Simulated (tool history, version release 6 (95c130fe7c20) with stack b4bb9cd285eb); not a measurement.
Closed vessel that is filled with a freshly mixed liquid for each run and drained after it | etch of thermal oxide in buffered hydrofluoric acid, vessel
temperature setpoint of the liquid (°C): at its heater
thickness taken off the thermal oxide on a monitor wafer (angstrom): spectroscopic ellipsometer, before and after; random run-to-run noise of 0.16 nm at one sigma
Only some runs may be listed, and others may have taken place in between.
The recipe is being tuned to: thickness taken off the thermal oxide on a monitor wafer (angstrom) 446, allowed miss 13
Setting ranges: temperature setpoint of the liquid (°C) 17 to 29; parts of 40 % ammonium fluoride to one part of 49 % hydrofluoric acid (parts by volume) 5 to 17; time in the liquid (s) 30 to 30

| run | hour | temperature setpoint of the liquid (°C) | parts of 40 % ammonium fluoride to one part of 49 % hydrofluoric acid (parts by volume) | time in the liquid (s) | thickness taken off the thermal oxide on a monitor wafer (angstrom) |
|---|---|---|---|---|---|
| 1 | 0 | 21 | 10.5 | 30 | 267.9 |
| 2 | 1.2 | 22 | 10.5 | 30 | 282.32 |
| 3 | 8.4 | 23 | 10.5 | 30 | 299.89 |
| 4 | 11.2 | 25 | 10.5 | 30 | 331.44 |
| 5 | 16 | 25.5 | 10.5 | 30 | 343.2 |
| 6 | 24.5 | 27 | 10.5 | 30 | 372.84 |
| 7 | 29.9 | 28 | 10 | 30 | 412.06 |
| 8 | 31.3 | 28.5 | 10 | 30 | 422.27 |

Which of these 4 next moves meets every target?
| A | 32.7 | 29 | 9.5 | 30 | ? |
| B | 32.7 | 28 | 10 | 30 | ? |
| C | 32.7 | 27.5 | 9.5 | 30 | ? |
| D | 32.7 | 29 | 10.5 | 30 | ? |

| move | thickness taken off the thermal oxide on a monitor wafer (angstrom) |
|---|---|
| A | 448.42 |
| B | 411.64 |
| C | 413.9 |
| D | 414.08 |
A: meets every target
B: the biggest miss grows against the last run
C: the biggest miss grows against the last run
D: the biggest miss grows against the last run
So the answer is move A, the one that meets all the targets.
